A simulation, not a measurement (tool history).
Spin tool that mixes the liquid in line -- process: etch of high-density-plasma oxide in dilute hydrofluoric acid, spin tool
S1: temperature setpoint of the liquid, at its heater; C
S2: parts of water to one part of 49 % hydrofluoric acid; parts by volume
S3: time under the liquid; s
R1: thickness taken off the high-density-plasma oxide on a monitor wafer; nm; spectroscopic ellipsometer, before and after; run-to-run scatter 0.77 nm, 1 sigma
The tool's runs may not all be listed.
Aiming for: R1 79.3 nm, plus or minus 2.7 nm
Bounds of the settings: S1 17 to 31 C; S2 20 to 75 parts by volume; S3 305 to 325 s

run	hour	S1	S2	S3	R1
1	0	23	45	305	43.923
2	4	21.5	45	305	40.943
3	6.1	21.5	55	305	32.763
4	11.1	20	55	305	30.595
5	14	23.5	50	305	38.807
6	15	23.5	60	305	32.64
7	23.2	26	50	305	44.185
8	24.6	30	35	305	75.452
9	33.2	30.5	35	305	75.062
10	36.9	30.5	35	305	75.846

Which of these 4 next moves meets every target?
A	40.6	31	35	325	?
B	40.6	30.5	35	320	?
C	40.6	31	40	320	?
D	40.6	29.5	35	305	?

move	R1
A	82.449
B	79.589
C	70.465
D	72.897
A: takes the result that was furthest off past its target
B: meets every target
C: moves away from the targets compared with the last run
D: moves away from the targets compared with the last run
B meets every target.

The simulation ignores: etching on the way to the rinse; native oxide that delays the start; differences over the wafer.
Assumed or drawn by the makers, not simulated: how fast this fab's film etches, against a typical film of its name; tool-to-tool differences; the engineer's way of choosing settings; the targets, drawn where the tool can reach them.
